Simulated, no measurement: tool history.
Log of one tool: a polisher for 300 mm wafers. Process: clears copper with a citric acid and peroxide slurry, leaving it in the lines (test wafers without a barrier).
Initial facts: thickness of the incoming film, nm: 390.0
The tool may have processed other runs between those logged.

run  hour  flow of slurry (ml/min)  pressure of the wafer on the pad (kPa)  speed of the pad under the wafer (cm/s)  abrasive content of the slurry  overpolish time after the end point (s)  time until the end point was called (s)  dishing of a wide line in a test structure (Å)
  1     0                      225                                    21.4                                      116                               1                                       11                                   161.98                                          187.24
  2   2.4                      225                                    21.4                                      104                               1                                       11                                   174.39                                          175.16
  3   3.9                      230                                    22.1                                      104                               1                                       10                                   168.04                                          161.69
  4  11.3                      235                                    22.8                                      104                               1                                       10                                   167.66                                          167.88
  5  12.3                      235                                    23.4                                      104                               1                                       10                                   163.52                                          172.33
  6  16.7                      235                                    23.4                                       90                               1                                       10                                   189.23                                          150.44
  7  22.8                      235                                    24.8                                       90                               1                                       10                                   176.83                                          160.03
  8  27.9                      235                                    25.5                                       90                               1                                       10                                   168.03                                          163.29
  9  33.2                      275                                      29                                       90                               1                                        7                                   148.87                                          129.61
 10  34.9                      270                                      29                                       90                               1                                        7                                    150.5                                           132.5
 11  42.9                      265                                      29                                       90                               1                                        7                                   151.09                                           131.8

For run 12, what comes out?
 12  45.5                      270                                    30.3                                       90                               1                                        9                                        ?                                               ?

time until the end point was called (s): 143.55
dishing of a wide line in a test structure (Å): 173.28
